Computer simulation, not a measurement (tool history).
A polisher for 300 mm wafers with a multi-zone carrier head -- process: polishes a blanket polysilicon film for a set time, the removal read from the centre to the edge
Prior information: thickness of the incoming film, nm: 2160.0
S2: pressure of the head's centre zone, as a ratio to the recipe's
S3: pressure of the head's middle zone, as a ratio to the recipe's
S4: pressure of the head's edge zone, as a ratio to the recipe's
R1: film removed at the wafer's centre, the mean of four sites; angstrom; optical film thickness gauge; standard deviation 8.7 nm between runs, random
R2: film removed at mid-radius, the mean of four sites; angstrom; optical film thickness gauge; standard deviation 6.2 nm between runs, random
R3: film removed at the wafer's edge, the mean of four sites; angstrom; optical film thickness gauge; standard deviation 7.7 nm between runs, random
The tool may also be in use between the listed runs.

run 1 hour=0.0 | flow_of_slurry_(ml/min)=125 S2=1.00 S3=1.00 S4=1.00 polishing_time_(s)=75 | R1=6714.3 R2=6747.1 R3=6782.8
run 2 hour=2.8 | flow_of_slurry_(ml/min)=140 S2=1.03 S3=1.04 S4=1.04 polishing_time_(s)=78 | R1=7339.1 R2=7367.5 R3=7411.0
run 3 hour=8.1 | flow_of_slurry_(ml/min)=150 S2=1.06 S3=1.08 S4=1.04 polishing_time_(s)=80 | R1=8194.8 R2=7847.8 R3=7491.8
run 4 hour=9.2 | flow_of_slurry_(ml/min)=160 S2=1.06 S3=1.11 S4=1.07 polishing_time_(s)=82 | R1=8396.1 R2=8459.1 R3=7945.7
run 5 hour=16.7 | flow_of_slurry_(ml/min)=160 S2=1.06 S3=1.18 S4=1.07 polishing_time_(s)=82 | R1=8437.0 R2=8804.8 R3=7872.1
run 6 hour=22.3 | flow_of_slurry_(ml/min)=160 S2=1.06 S3=1.18 S4=1.01 polishing_time_(s)=82 | R1=8337.1 R2=8889.1 R3=7747.8

Run 7 has not been measured yet. What should we expect?
run 7 hour=27.5 | flow_of_slurry_(ml/min)=165 S2=1.06 S3=1.17 S4=1.04 polishing_time_(s)=83 | R1=? R2=? R3=?

Logged for run 7: R1 8450.0 angstrom, R2 8911.1 angstrom, R3 7927.7 angstrom.
